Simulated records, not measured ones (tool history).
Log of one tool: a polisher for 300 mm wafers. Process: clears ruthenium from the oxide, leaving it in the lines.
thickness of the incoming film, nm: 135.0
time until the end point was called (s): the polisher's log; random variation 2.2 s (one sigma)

run,day,flow of slurry (ml/min),pressure of the wafer on the pad (psi),speed of the pad under the wafer (cm/s),overpolish time after the end point (s),time until the end point was called (s)
1,0.000,130,1.8,88,15,138.17
2,0.292,125,1.6,88,15,155.30
3,0.421,120,1.5,88,15,166.17
4,0.458,115,1.4,88,15,179.78
5,0.579,115,1.4,88,16,180.80
6,0.658,110,1.3,88,16,198.43

Forecast run 7:
7,0.754,105,1.3,88,16,?

{"run 7": {"time until the end point was called (s)": 196.98}}
